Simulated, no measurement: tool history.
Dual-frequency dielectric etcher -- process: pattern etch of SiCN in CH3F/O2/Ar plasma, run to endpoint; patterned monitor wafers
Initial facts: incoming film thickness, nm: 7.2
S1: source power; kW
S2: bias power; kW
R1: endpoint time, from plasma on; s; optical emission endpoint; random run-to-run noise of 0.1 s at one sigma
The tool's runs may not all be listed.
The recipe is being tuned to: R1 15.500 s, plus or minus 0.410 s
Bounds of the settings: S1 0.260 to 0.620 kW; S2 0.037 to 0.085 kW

run 1 hour=0.0 | S1=0.440 S2=0.061 | R1=17.417
run 2 hour=1.2 | S1=0.370 S2=0.061 | R1=18.727
run 3 hour=5.6 | S1=0.400 S2=0.062 | R1=17.892
run 4 hour=6.9 | S1=0.430 S2=0.063 | R1=17.654
run 5 hour=13.5 | S1=0.460 S2=0.063 | R1=16.991
run 6 hour=21.1 | S1=0.540 S2=0.063 | R1=16.162
run 7 hour=22.2 | S1=0.550 S2=0.064 | R1=15.799
run 8 hour=24.1 | S1=0.550 S2=0.064 | R1=15.921

Exactly one of the 5 candidate moves below puts every result within its allowed miss. Which one?
run A hour=26.0 | S1=0.440 S2=0.075 | R1=?
run B hour=26.0 | S1=0.550 S2=0.058 | R1=?
run C hour=26.0 | S1=0.530 S2=0.062 | R1=?
run D hour=26.0 | S1=0.560 S2=0.067 | R1=?
run E hour=26.0 | S1=0.540 S2=0.058 | R1=?

move=A R1=16.077
move=B R1=16.338
move=C R1=16.164
move=D R1=15.410
move=E R1=16.446
A: further off than the last run
B: further off than the last run
C: further off than the last run
D: every result lands within tolerance
E: further off than the last run
D is the move that brings every result within its allowed miss.
